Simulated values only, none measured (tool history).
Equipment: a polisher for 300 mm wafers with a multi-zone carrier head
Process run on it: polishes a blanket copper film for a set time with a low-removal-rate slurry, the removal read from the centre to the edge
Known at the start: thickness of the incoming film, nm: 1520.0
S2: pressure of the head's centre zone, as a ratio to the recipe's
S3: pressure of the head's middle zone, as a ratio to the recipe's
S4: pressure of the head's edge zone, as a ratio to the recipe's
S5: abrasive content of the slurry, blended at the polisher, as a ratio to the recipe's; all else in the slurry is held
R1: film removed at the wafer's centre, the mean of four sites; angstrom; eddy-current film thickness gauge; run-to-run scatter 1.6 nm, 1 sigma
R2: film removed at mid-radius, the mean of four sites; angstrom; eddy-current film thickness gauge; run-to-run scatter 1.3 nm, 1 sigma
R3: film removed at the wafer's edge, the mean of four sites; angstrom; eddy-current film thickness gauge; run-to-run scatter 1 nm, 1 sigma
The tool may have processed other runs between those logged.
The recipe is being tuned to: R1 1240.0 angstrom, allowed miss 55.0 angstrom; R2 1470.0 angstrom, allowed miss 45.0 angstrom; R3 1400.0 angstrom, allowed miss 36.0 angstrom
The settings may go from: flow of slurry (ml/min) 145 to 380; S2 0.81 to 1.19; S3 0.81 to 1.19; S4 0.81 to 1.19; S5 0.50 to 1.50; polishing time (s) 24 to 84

run 1 day=0.000 | flow_of_slurry_(ml/min)=245 S2=1.00 S3=1.00 S4=1.00 S5=1.00 polishing_time_(s)=54 | R1=1593.2 R2=1569.3 R3=1631.3
run 2 day=0.217 | flow_of_slurry_(ml/min)=235 S2=0.96 S3=1.00 S4=0.96 S5=0.95 polishing_time_(s)=54 | R1=1486.3 R2=1552.1 R3=1573.9
run 3 day=0.508 | flow_of_slurry_(ml/min)=210 S2=0.96 S3=1.00 S4=0.96 S5=0.95 polishing_time_(s)=54 | R1=1510.3 R2=1551.9 R3=1569.5
run 4 day=0.675 | flow_of_slurry_(ml/min)=210 S2=0.92 S3=1.00 S4=0.96 S5=0.95 polishing_time_(s)=54 | R1=1419.5 R2=1520.3 R3=1557.8
run 5 day=0.792 | flow_of_slurry_(ml/min)=210 S2=0.92 S3=1.00 S4=0.89 S5=0.95 polishing_time_(s)=54 | R1=1408.6 R2=1559.4 R3=1501.3
run 6 day=1.046 | flow_of_slurry_(ml/min)=210 S2=0.92 S3=1.00 S4=0.82 S5=0.95 polishing_time_(s)=54 | R1=1437.6 R2=1539.1 R3=1462.3
run 7 day=1.121 | flow_of_slurry_(ml/min)=205 S2=0.90 S3=1.00 S4=0.82 S5=0.90 polishing_time_(s)=54 | R1=1369.7 R2=1524.1 R3=1445.5
run 8 day=1.271 | flow_of_slurry_(ml/min)=200 S2=0.89 S3=1.00 S4=0.82 S5=0.90 polishing_time_(s)=54 | R1=1351.7 R2=1514.5 R3=1416.6
run 9 day=1.483 | flow_of_slurry_(ml/min)=195 S2=0.87 S3=1.00 S4=0.83 S5=0.90 polishing_time_(s)=54 | R1=1293.6 R2=1503.3 R3=1447.1
run 10 day=1.608 | flow_of_slurry_(ml/min)=190 S2=0.87 S3=1.00 S4=0.82 S5=0.90 polishing_time_(s)=54 | R1=1322.4 R2=1510.4 R3=1444.4

Pick the move, out of 5, that brings all results within their allowed miss; only one does.
run A day=1.733 | flow_of_slurry_(ml/min)=170 S2=0.91 S3=0.98 S4=0.81 S5=0.80 polishing_time_(s)=56 | R1=? R2=? R3=?
run B day=1.733 | flow_of_slurry_(ml/min)=295 S2=0.82 S3=1.01 S4=0.90 S5=1.10 polishing_time_(s)=52 | R1=? R2=? R3=?
run C day=1.733 | flow_of_slurry_(ml/min)=175 S2=0.86 S3=1.03 S4=0.87 S5=1.00 polishing_time_(s)=51 | R1=? R2=? R3=?
run D day=1.733 | flow_of_slurry_(ml/min)=230 S2=0.93 S3=0.93 S4=0.85 S5=0.70 polishing_time_(s)=57 | R1=? R2=? R3=?
run E day=1.733 | flow_of_slurry_(ml/min)=145 S2=0.91 S3=0.93 S4=0.81 S5=0.75 polishing_time_(s)=58 | R1=? R2=? R3=?

move=A R1=1386.0 R2=1505.9 R3=1448.3
move=B R1=1286.9 R2=1586.5 R3=1542.7
move=C R1=1247.3 R2=1495.6 R3=1421.6
move=D R1=1441.7 R2=1463.3 R3=1494.9
move=E R1=1399.7 R2=1458.0 R3=1470.6
A: moves away from the targets compared with the last run
B: gets the furthest-off result to its target, but another result is out of tolerance
C: in spec on every target
D: moves away from the targets compared with the last run
E: moves away from the targets compared with the last run
Answer: C
